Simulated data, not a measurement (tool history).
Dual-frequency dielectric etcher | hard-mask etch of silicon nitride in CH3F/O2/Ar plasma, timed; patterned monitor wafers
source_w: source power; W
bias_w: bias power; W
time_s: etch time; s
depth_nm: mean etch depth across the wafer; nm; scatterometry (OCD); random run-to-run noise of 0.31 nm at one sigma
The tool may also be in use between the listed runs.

run 1 hour=0.0 | source_w=440 bias_w=57 time_s=146.0 | depth_nm=103.400
run 2 hour=5.4 | source_w=420 bias_w=56 time_s=145.5 | depth_nm=99.597
run 3 hour=7.6 | source_w=410 bias_w=56 time_s=145.5 | depth_nm=98.824
run 4 hour=11.5 | source_w=410 bias_w=63 time_s=145.5 | depth_nm=105.400
run 5 hour=14.8 | source_w=410 bias_w=69 time_s=145.5 | depth_nm=109.810
run 6 hour=18.7 | source_w=340 bias_w=69 time_s=145.5 | depth_nm=101.770
run 7 hour=24.0 | source_w=330 bias_w=68 time_s=145.0 | depth_nm=98.834

What does the tool deliver on the next run?
run 8 hour=32.2 | source_w=260 bias_w=63 time_s=142.5 | depth_nm=?

depth_nm: 85.341 nm

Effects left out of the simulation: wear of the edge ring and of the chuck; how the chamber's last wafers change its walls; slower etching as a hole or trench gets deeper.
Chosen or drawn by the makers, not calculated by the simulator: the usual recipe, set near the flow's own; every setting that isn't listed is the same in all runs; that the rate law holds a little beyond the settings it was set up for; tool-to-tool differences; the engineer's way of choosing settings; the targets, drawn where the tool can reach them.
